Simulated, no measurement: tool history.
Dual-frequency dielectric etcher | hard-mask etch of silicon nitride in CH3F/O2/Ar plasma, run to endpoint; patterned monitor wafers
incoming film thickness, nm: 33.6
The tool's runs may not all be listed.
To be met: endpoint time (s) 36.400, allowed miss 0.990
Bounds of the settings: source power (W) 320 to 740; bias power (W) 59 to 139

| run | hour | source power (W) | bias power (W) | endpoint time (s) |
|---|---|---|---|---|
| 1 | 0.0 | 530 | 99 | 40.974 |
| 2 | 8.2 | 560 | 101 | 39.348 |
| 3 | 13.7 | 500 | 101 | 41.512 |
| 4 | 21.2 | 530 | 103 | 40.207 |
| 5 | 25.1 | 570 | 103 | 38.490 |
| 6 | 26.3 | 570 | 89 | 41.280 |
| 7 | 30.6 | 570 | 89 | 41.163 |
| 8 | 36.1 | 600 | 91 | 40.046 |
| 9 | 40.4 | 630 | 92 | 38.543 |
| 10 | 41.8 | 640 | 93 | 38.214 |
| 11 | 48.3 | 650 | 94 | 37.458 |
| 12 | 54.2 | 660 | 94 | 37.155 |

Which of these 4 next moves meets every target?
| A | 60.1 | 630 | 91 | ? |
| B | 60.1 | 590 | 99 | ? |
| C | 60.1 | 620 | 93 | ? |
| D | 60.1 | 650 | 100 | ? |

| move | endpoint time (s) |
|---|---|
| A | 39.257 |
| B | 38.995 |
| C | 39.171 |
| D | 37.020 |
A: further off than the last run
B: further off than the last run
C: further off than the last run
D: meets every target
The right move is D.
